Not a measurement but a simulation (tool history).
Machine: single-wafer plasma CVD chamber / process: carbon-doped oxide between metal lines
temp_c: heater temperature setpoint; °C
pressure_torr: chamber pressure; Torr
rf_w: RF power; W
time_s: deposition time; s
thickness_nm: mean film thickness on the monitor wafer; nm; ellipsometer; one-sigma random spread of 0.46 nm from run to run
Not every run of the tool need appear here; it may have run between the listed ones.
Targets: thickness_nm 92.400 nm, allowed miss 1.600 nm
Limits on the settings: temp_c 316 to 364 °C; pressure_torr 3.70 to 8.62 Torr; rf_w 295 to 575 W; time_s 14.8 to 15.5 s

run  hour  temp_c  pressure_torr  rf_w  time_s  thickness_nm
  1   0.0     340           6.16   435    15.5        75.678
  2   2.6     340           5.12   435    15.5        74.324
  3   3.2     340           5.12   380    15.5        65.378
  4   7.4     336           5.58   410    15.5        71.982
  5  11.1     332           5.96   430    15.5        77.726
  6  18.4     332           4.94   430    15.5        75.257
  7  22.9     329           5.46   440    15.5        78.457
  8  26.4     327           5.91   450    15.5        82.190
  9  35.1     327           5.91   450    15.5        81.837
     36.1  -- RF generator calibrated
 10  36.1     325           6.28   455    15.5        87.693
 11  44.5     323           6.31   455    15.5        88.041
 12  46.9     319           6.77   480    15.5        94.110

4 next moves are on the table. One of them brings every result within its allowed miss. Which?
  A  49.3     320           6.18   505    15.3             ?
  B  49.3     318           6.89   490    15.4             ?
  C  49.3     316           6.54   460    15.5             ?
  D  49.3     316           6.98   490    15.5             ?

move  thickness_nm
   A        95.618
   B        95.486
   C        91.756
   D        96.846
A: moves away from the targets compared with the last run
B: moves away from the targets compared with the last run
C: every result within its allowed miss
D: moves away from the targets compared with the last run
The right move is C.
